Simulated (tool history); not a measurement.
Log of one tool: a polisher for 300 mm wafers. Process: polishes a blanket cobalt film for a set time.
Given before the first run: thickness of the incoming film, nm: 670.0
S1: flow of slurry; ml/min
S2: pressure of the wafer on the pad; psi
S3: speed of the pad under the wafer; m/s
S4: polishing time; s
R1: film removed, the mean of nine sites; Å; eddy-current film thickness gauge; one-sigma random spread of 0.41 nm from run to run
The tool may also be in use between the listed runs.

run 1 hour=0 | S1=230 S2=1.3 S3=1.04 S4=24 | R1=670.81
run 2 hour=6 | S1=230 S2=1.4 S3=1.04 S4=24 | R1=741.46
run 3 hour=10.1 | S1=230 S2=1.4 S3=0.8 S4=24 | R1=596.5
run 4 hour=14.1 | S1=230 S2=1.2 S3=0.8 S4=24 | R1=511.5
run 5 hour=19.7 | S1=275 S2=1.2 S3=0.8 S4=24 | R1=534.65
run 6 hour=21.1 | S1=275 S2=1.2 S3=0.8 S4=24 | R1=529.84
run 7 hour=22.3 | S1=270 S2=1.2 S3=0.8 S4=24 | R1=525.51
run 8 hour=24.3 | S1=265 S2=1.2 S3=0.8 S4=24 | R1=526.47
run 9 hour=31.9 | S1=260 S2=1.2 S3=0.8 S4=24 | R1=524.61
run 10 hour=35.8 | S1=255 S2=0.8 S3=0.78 S4=24 | R1=346.31
run 11 hour=43.3 | S1=260 S2=0.8 S3=0.78 S4=24 | R1=346.08
run 12 hour=45.1 | S1=265 S2=1 S3=0.78 S4=24 | R1=433.24

For run 13, what comes out?
-- hour=48 slurry nozzle cleaned
run 13 hour=48 | S1=260 S2=1 S3=0.78 S4=24 | R1=?

Run 13 gave R1 442.65 Å.
